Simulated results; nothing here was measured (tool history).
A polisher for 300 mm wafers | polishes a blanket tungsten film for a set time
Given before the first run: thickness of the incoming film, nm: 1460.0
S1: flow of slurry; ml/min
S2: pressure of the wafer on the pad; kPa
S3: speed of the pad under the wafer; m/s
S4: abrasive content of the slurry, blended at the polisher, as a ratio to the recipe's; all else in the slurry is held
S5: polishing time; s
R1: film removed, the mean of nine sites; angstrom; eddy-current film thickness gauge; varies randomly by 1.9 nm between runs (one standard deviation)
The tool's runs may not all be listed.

Run 1, hour 0.0: S1 225 ml/min, S2 24.1 kPa, S3 1.28 m/s, S4 1.0, S5 46 s. Result: R1 2664.4 angstrom.
Run 2, hour 8.9: S1 225 ml/min, S2 24.1 kPa, S3 1.52 m/s, S4 1.0, S5 46 s. Result: R1 3157.6 angstrom.
Run 3, hour 12.5: S1 225 ml/min, S2 20.7 kPa, S3 1.50 m/s, S4 1.0, S5 46 s. Result: R1 2635.3 angstrom.
Run 4, hour 18.6: S1 225 ml/min, S2 18.6 kPa, S3 1.50 m/s, S4 1.0, S5 46 s. Result: R1 2458.5 angstrom.
Run 5, hour 27.3: S1 225 ml/min, S2 18.6 kPa, S3 1.50 m/s, S4 1.0, S5 46 s. Result: R1 2437.3 angstrom.
Run 6, hour 30.9: S1 225 ml/min, S2 16.5 kPa, S3 1.50 m/s, S4 1.0, S5 46 s. Result: R1 2126.1 angstrom.
Run 7, hour 35.1: S1 225 ml/min, S2 15.9 kPa, S3 1.50 m/s, S4 1.0, S5 46 s. Result: R1 2065.5 angstrom.
Run 8, hour 40.4: S1 225 ml/min, S2 15.2 kPa, S3 1.50 m/s, S4 1.0, S5 46 s. Result: R1 1959.0 angstrom.
Run 9, hour 43.6: S1 225 ml/min, S2 14.5 kPa, S3 1.50 m/s, S4 1.0, S5 46 s. Result: R1 1855.1 angstrom.

What does the tool deliver on the next run?
Run 10, hour 50.5: S1 225 ml/min, S2 13.8 kPa, S3 1.50 m/s, S4 1.0, S5 46 s. Result: R1 ?.

Run 10 measured R1 1810.1 angstrom.

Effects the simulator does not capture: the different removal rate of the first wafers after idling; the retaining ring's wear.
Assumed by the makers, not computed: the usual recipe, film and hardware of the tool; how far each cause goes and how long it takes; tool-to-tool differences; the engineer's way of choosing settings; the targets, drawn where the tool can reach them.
